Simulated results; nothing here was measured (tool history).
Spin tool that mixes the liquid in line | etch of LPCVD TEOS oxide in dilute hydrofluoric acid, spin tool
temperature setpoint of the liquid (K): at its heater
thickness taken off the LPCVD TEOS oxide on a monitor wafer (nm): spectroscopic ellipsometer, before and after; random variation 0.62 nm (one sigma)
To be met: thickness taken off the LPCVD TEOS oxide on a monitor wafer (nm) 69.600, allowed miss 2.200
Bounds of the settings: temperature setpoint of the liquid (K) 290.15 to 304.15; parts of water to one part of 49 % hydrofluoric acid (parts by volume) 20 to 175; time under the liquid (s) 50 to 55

| run | hour | temperature setpoint of the liquid (K) | parts of water to one part of 49 % hydrofluoric acid (parts by volume) | time under the liquid (s) | thickness taken off the LPCVD TEOS oxide on a monitor wafer (nm) |
|---|---|---|---|---|---|
| 1 | 0.0 | 296.15 | 95 | 50 | 27.556 |
| 2 | 5.5 | 297.15 | 90 | 50 | 30.373 |
| 3 | 13.6 | 298.65 | 90 | 50 | 32.166 |
| 4 | 16.9 | 299.15 | 85 | 50 | 35.457 |
| 5 | 18.5 | 299.15 | 110 | 50 | 26.088 |
| 6 | 26.5 | 299.65 | 100 | 50 | 29.862 |
|  | 30.5 | thermometer replaced |
| 7 | 30.5 | 300.15 | 90 | 50 | 36.152 |
| 8 | 31.3 | 300.65 | 85 | 50 | 39.720 |
| 9 | 36.9 | 301.15 | 80 | 50 | 43.097 |
| 10 | 40.4 | 304.15 | 45 | 50 | 88.579 |
| 11 | 43.3 | 303.65 | 45 | 50 | 87.053 |
| 12 | 44.6 | 303.15 | 45 | 50 | 86.613 |
| 13 | 45.3 | 299.15 | 50 | 50 | 65.577 |
| 14 | 46.4 | 299.65 | 50 | 50 | 65.654 |

Which of these 5 next moves meets every target?
| A | 47.5 | 297.65 | 45 | 55 | ? |
| B | 47.5 | 300.15 | 45 | 50 | ? |
| C | 47.5 | 303.65 | 55 | 55 | ? |
| D | 47.5 | 298.65 | 50 | 50 | ? |
| E | 47.5 | 298.15 | 45 | 50 | ? |

| move | thickness taken off the LPCVD TEOS oxide on a monitor wafer (nm) |
|---|---|
| A | 76.214 |
| B | 76.718 |
| C | 78.146 |
| D | 64.520 |
| E | 70.724 |
A: takes the result that was furthest off past its target
B: takes the result that was furthest off past its target
C: takes the result that was furthest off past its target
D: further off than the last run
E: meets every target
The right move is E.
